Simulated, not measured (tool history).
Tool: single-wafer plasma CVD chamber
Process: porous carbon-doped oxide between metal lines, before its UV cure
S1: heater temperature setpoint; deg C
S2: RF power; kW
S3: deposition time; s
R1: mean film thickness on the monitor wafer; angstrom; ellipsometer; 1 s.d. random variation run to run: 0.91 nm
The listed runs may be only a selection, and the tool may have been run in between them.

Run 1, day 0.000: S1 290 deg C, S2 0.495 kW, S3 36.5 s. Result: R1 2179.9 angstrom.
Run 2, day 0.333: S1 290 deg C, S2 0.555 kW, S3 36.5 s. Result: R1 2388.2 angstrom.
Run 3, day 0.392: S1 290 deg C, S2 0.555 kW, S3 36.5 s. Result: R1 2372.3 angstrom.
Run 4, day 0.492: S1 282 deg C, S2 0.555 kW, S3 36.5 s. Result: R1 2512.6 angstrom.
Run 5, day 0.654: S1 290 deg C, S2 0.515 kW, S3 36.5 s. Result: R1 2231.5 angstrom.
Run 6, day 0.696: S1 296 deg C, S2 0.490 kW, S3 36.5 s. Result: R1 2104.6 angstrom.

Run 7, settings as shown, results not yet in. Your forecast:
At day 0.875: thermocouple changed; heater temperature recalibrated.
Run 7, day 0.875: S1 300 deg C, S2 0.460 kW, S3 36.5 s. Result: R1 ?.

R1: 1925.3 angstrom

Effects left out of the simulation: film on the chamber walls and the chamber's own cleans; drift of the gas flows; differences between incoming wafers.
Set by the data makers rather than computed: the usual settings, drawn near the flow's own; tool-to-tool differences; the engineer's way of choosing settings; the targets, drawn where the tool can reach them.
